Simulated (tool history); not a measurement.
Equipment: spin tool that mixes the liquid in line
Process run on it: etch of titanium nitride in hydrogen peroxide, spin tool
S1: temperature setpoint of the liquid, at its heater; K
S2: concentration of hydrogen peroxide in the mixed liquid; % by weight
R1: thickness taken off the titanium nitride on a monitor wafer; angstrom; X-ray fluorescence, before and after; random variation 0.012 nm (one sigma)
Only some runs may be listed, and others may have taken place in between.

Run 1, day 0: S1 331.15 K, S2 19.5 % by weight, time under the liquid (s) 95. Result: R1 38.453 angstrom.
Run 2, day 0.262: S1 334.15 K, S2 19.5 % by weight, time under the liquid (s) 95. Result: R1 47.336 angstrom.
Run 3, day 0.504: S1 330.65 K, S2 19.5 % by weight, time under the liquid (s) 95. Result: R1 37.387 angstrom.
Run 4, day 0.858: S1 328.15 K, S2 19.5 % by weight, time under the liquid (s) 95. Result: R1 31.414 angstrom.
Run 5, day 0.975: S1 326.15 K, S2 19.5 % by weight, time under the liquid (s) 95. Result: R1 27.389 angstrom.
Run 6, day 1.162: S1 320.15 K, S2 19.5 % by weight, time under the liquid (s) 95. Result: R1 17.632 angstrom.

Run 7 has not been measured yet. What should we expect?
Run 7, day 1.375: S1 319.65 K, S2 19.5 % by weight, time under the liquid (s) 95. Result: R1 ?.

Run 7 gave R1 16.99 angstrom.
